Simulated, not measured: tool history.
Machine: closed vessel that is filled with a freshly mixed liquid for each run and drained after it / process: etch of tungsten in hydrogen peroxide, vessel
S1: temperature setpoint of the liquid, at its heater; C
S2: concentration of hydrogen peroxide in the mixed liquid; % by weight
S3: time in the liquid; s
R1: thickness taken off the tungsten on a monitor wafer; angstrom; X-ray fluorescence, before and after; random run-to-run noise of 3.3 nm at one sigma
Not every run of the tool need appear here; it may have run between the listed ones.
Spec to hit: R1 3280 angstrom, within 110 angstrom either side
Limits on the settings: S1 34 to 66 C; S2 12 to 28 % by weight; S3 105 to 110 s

run  hour    S1    S2   S3      R1
  1     0    50    19  105  1476.5
  2   0.9    50    23  105  1627.9
  3   4.5    54    23  105  2080.8
  4   5.4  57.5    23  105    2531
  5   6.4  57.5  26.5  105  2718.8
  6  14.9  58.5  26.5  105  2894.8
  7  16.1    59  26.5  105  2885.5
  8  18.7    60  26.5  105  3102.1

Which single option among these 5 for the next run brings every result within its allowed miss of target? Just one does.
  A  21.3    62    28  105   ?
  B  21.3    64  21.5  105   ?
  C  21.3    61  23.5  110   ?
  D  21.3  61.5  25.5  110   ?
  E  21.3  62.5    24  110   ?

move      R1
   A  3605.7
   B  3537.5
   C  3268.9
   D  3503.7
   E  3597.9
A: carries the result that was furthest off beyond its target, to the other side
B: carries the result that was furthest off beyond its target, to the other side
C: each result inside its tolerance
D: carries the result that was furthest off beyond its target, to the other side
E: carries the result that was furthest off beyond its target, to the other side
The right move is C.
